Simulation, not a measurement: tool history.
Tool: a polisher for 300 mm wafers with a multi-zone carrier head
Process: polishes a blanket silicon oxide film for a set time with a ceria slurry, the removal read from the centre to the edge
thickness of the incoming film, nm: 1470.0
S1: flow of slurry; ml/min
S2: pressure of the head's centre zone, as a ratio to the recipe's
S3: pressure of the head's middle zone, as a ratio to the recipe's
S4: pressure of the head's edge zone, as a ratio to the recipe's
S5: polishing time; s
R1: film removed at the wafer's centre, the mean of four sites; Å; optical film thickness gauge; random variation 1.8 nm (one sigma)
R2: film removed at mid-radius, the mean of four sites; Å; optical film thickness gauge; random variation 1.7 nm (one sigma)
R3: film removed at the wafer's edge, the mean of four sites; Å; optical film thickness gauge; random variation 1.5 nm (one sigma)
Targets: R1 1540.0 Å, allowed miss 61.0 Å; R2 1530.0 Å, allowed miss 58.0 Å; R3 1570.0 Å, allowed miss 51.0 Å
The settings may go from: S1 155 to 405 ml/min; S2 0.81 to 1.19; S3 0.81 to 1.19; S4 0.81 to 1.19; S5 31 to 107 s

{"run": 1, "hour": 0.0, "S1": 260, "S2": 1.0, "S3": 1.0, "S4": 1.0, "S5": 69, "R1": 1684.8, "R2": 1775.6, "R3": 1847.6}
{"run": 2, "hour": 8.2, "S1": 260, "S2": 1.0, "S3": 0.92, "S4": 1.0, "S5": 69, "R1": 1743.0, "R2": 1701.4, "R3": 1854.7}
{"run": 3, "hour": 14.2, "S1": 260, "S2": 1.0, "S3": 0.92, "S4": 0.98, "S5": 68, "R1": 1698.3, "R2": 1669.8, "R3": 1789.6}
{"run": 4, "hour": 22.6, "S1": 305, "S2": 1.0, "S3": 0.92, "S4": 0.98, "S5": 68, "R1": 1754.1, "R2": 1692.1, "R3": 1817.7}
{"run": 5, "hour": 28.1, "S1": 305, "S2": 1.0, "S3": 0.92, "S4": 0.98, "S5": 78, "R1": 2023.3, "R2": 1916.2, "R3": 2060.7}
{"run": 6, "hour": 35.1, "S1": 305, "S2": 0.99, "S3": 0.91, "S4": 0.97, "S5": 76, "R1": 1972.9, "R2": 1864.7, "R3": 1987.7}
{"run": 7, "hour": 43.6, "S1": 305, "S2": 0.98, "S3": 0.9, "S4": 0.96, "S5": 75, "R1": 1928.4, "R2": 1823.1, "R3": 1979.6}
{"run": 8, "hour": 51.4, "S1": 305, "S2": 0.98, "S3": 0.9, "S4": 0.95, "S5": 73, "R1": 1880.7, "R2": 1771.4, "R3": 1896.7}
{"run": 9, "hour": 54.0, "S1": 305, "S2": 0.97, "S3": 0.9, "S4": 0.94, "S5": 72, "R1": 1795.5, "R2": 1767.4, "R3": 1886.2}
{"run": 10, "hour": 59.9, "S1": 305, "S2": 0.97, "S3": 0.9, "S4": 0.93, "S5": 71, "R1": 1786.3, "R2": 1729.2, "R3": 1858.4}
{"run": 11, "hour": 68.6, "S1": 305, "S2": 0.97, "S3": 0.9, "S4": 0.92, "S5": 70, "R1": 1753.2, "R2": 1683.7, "R3": 1799.7}
{"run": 12, "hour": 70.0, "S1": 305, "S2": 0.97, "S3": 0.9, "S4": 0.91, "S5": 69, "R1": 1725.3, "R2": 1697.5, "R3": 1781.2}
{"run": 13, "hour": 72.8, "S1": 305, "S2": 0.97, "S3": 0.9, "S4": 0.9, "S5": 68, "R1": 1685.0, "R2": 1633.4, "R3": 1762.0}
{"run": 14, "hour": 75.7, "S1": 310, "S2": 0.98, "S3": 0.91, "S4": 0.89, "S5": 67, "R1": 1649.3, "R2": 1620.1, "R3": 1705.7}
{"run": 15, "hour": 79.2, "S1": 310, "S2": 0.98, "S3": 0.91, "S4": 0.88, "S5": 67, "R1": 1707.0, "R2": 1638.7, "R3": 1702.8}

Which of these 5 next moves meets every target?
{"run": "A", "hour": 82.7, "S1": 310, "S2": 0.87, "S3": 0.83, "S4": 0.96, "S5": 65, "R1": "?", "R2": "?", "R3": "?"}
{"run": "B", "hour": 82.7, "S1": 350, "S2": 1.05, "S3": 1.06, "S4": 0.84, "S5": 66, "R1": "?", "R2": "?", "R3": "?"}
{"run": "C", "hour": 82.7, "S1": 310, "S2": 1.04, "S3": 0.87, "S4": 0.81, "S5": 63, "R1": "?", "R2": "?", "R3": "?"}
{"run": "D", "hour": 82.7, "S1": 335, "S2": 0.97, "S3": 0.91, "S4": 0.87, "S5": 61, "R1": "?", "R2": "?", "R3": "?"}
{"run": "E", "hour": 82.7, "S1": 210, "S2": 0.91, "S3": 0.89, "S4": 0.91, "S5": 74, "R1": "?", "R2": "?", "R3": "?"}

move=A R1=1477.1 R2=1521.8 R3=1731.5
move=B R1=1790.1 R2=1815.2 R3=1664.3
move=C R1=1671.7 R2=1515.7 R3=1552.9
move=D R1=1535.9 R2=1519.4 R3=1560.2
move=E R1=1655.3 R2=1719.1 R3=1851.8
A: takes the result that was furthest off past its target
B: further off than the last run
C: nearer than the last run, and not there yet
D: meets every target
E: further off than the last run
The right move is D.

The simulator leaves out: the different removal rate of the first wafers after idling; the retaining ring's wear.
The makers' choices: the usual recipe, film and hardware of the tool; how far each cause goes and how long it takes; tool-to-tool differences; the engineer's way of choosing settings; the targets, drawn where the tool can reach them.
